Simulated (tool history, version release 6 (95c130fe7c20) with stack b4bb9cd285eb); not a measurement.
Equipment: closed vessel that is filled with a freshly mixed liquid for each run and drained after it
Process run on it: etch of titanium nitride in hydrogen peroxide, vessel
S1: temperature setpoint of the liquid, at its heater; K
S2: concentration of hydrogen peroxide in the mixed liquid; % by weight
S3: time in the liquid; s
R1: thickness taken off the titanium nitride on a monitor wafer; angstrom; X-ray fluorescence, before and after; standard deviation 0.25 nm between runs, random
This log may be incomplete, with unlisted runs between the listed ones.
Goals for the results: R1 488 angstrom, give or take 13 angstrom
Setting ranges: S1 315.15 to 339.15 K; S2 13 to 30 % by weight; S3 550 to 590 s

run	hour	S1	S2	S3	R1
1	0	331.15	26	550	310.09
2	0.8	331.15	26	550	305.65
3	2.9	332.15	26	550	331.86
4	4.8	325.15	26	550	202.03
5	12	327.15	26	550	234.78
6	12.9	327.15	21	550	223.58
7	14.3	335.15	21.5	550	388.65
8	19.4	335.65	21.5	550	402.98
# hour 21.5: peroxide flow meter replaced
9	21.5	339.15	21.5	550	499.69

Consider the 5 candidate settings below. Which is the only one whose results all fall within their allowed miss of target?
A	23.6	338.15	30	555	?
B	23.6	337.15	26	585	?
C	23.6	338.15	23.5	590	?
D	23.6	339.15	21.5	590	?
E	23.6	339.15	23	565	?

move	R1
A	509.56
B	487.1
C	513.42
D	537.88
E	522.65
A: lands further from the targets than the last run did
B: all results land within tolerance of their targets
C: lands further from the targets than the last run did
D: lands further from the targets than the last run did
E: lands further from the targets than the last run did
The right move is B.

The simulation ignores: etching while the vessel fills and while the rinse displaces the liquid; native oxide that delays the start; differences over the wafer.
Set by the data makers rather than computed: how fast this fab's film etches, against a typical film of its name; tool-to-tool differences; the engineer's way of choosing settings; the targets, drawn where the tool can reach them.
